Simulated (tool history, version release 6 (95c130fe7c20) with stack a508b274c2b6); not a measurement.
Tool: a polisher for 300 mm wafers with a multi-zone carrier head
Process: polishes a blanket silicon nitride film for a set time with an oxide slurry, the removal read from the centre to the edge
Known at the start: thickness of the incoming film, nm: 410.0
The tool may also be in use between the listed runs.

| run | hour | flow of slurry (ml/min) | pressure of the head's centre zone | pressure of the head's middle zone | pressure of the head's edge zone | abrasive content of the slurry | polishing time (s) | film removed at the wafer's centre (nm) | film removed at mid-radius (nm) | film removed at the wafer's edge (nm) |
|---|---|---|---|---|---|---|---|---|---|---|
| 1 | 0 | 220 | 1 | 1 | 1 | 1 | 88 | 56.32 | 54.68 | 53.375 |
| 2 | 2.2 | 215 | 0.97 | 1.01 | 0.96 | 0.85 | 78 | 44.383 | 46.403 | 42.19 |
| 3 | 10 | 210 | 0.95 | 0.99 | 0.93 | 0.75 | 72 | 36.961 | 38.103 | 35.539 |
| 4 | 11.5 | 210 | 0.95 | 0.99 | 0.93 | 0.6 | 72 | 31.602 | 32.13 | 30.995 |
| 5 | 20.4 | 210 | 1.02 | 0.99 | 0.93 | 0.6 | 72 | 33.851 | 32.39 | 29.451 |
| 6 | 25.9 | 205 | 0.99 | 1 | 0.91 | 0.55 | 70 | 28.749 | 29.701 | 26.555 |
| 7 | 28.1 | 190 | 0.98 | 1.01 | 0.91 | 0.55 | 70 | 28.568 | 29.309 | 26.964 |
| 8 | 32.7 | 180 | 0.98 | 1.03 | 0.9 | 0.55 | 70 | 28.298 | 29.518 | 26.435 |
| 9 | 40.2 | 170 | 0.97 | 1.04 | 0.89 | 0.55 | 70 | 27.75 | 29.299 | 25.973 |
|  | 44.8 | edge zone pressure recalibrated |
| 10 | 44.8 | 165 | 0.96 | 1.05 | 0.88 | 0.55 | 70 | 27.345 | 29.929 | 27.087 |
| 11 | 47.6 | 160 | 0.96 | 1.06 | 0.87 | 0.55 | 70 | 27.216 | 29.631 | 26.554 |
| 12 | 52.1 | 160 | 0.96 | 1.06 | 0.87 | 0.55 | 70 | 27.335 | 29.622 | 26.128 |
| 13 | 53.6 | 155 | 0.95 | 1.07 | 0.86 | 0.55 | 70 | 26.514 | 29.867 | 26.58 |
| 14 | 59.9 | 150 | 0.95 | 1.07 | 0.85 | 0.55 | 70 | 26.882 | 29.702 | 25.997 |
| 15 | 64.6 | 145 | 0.91 | 1.07 | 0.82 | 0.5 | 70 | 23.27 | 27.253 | 24.028 |
| 16 | 71.2 | 155 | 0.92 | 1.07 | 0.83 | 0.5 | 70 | 24.17 | 27.07 | 24.366 |
| 17 | 76 | 160 | 0.93 | 1.08 | 0.84 | 0.5 | 70 | 24.619 | 27.164 | 23.671 |
| 18 | 78 | 165 | 0.91 | 1.09 | 0.84 | 0.65 | 71 | 30.374 | 35.206 | 30.415 |
| 19 | 82.2 | 165 | 0.91 | 1.09 | 0.83 | 0.6 | 71 | 27.713 | 33.011 | 28.469 |
| 20 | 85.9 | 165 | 0.92 | 1.08 | 0.83 | 0.6 | 71 | 29.287 | 32.776 | 28.326 |
| 21 | 91.9 | 160 | 0.92 | 1.08 | 0.83 | 0.6 | 71 | 28.44 | 32.99 | 28.839 |
| 22 | 100 | 165 | 0.92 | 1.08 | 0.84 | 0.55 | 71 | 27.033 | 30.58 | 26.634 |
| 23 | 100.9 | 160 | 0.92 | 1.08 | 0.83 | 0.55 | 71 | 26.723 | 30.383 | 26.821 |
| 24 | 104.9 | 175 | 0.93 | 1.09 | 0.82 | 0.5 | 67 | 23.97 | 26.832 | 23.376 |
| 25 | 112.3 | 180 | 0.93 | 1.1 | 0.84 | 0.5 | 67 | 23.894 | 27.312 | 22.956 |
| 26 | 117.1 | 175 | 0.93 | 1.09 | 0.84 | 0.5 | 67 | 23.741 | 26.544 | 23.7 |
| 27 | 122.1 | 170 | 0.93 | 1.1 | 0.84 | 0.5 | 67 | 23.188 | 26.512 | 23.319 |

Run 28 comes next. What will it give?
| 28 | 123 | 170 | 0.93 | 1.1 | 0.84 | 0.5 | 67 | ? | ? | ? |

film removed at the wafer's centre (nm): 23.335
film removed at mid-radius (nm): 27.331
film removed at the wafer's edge (nm): 23.625

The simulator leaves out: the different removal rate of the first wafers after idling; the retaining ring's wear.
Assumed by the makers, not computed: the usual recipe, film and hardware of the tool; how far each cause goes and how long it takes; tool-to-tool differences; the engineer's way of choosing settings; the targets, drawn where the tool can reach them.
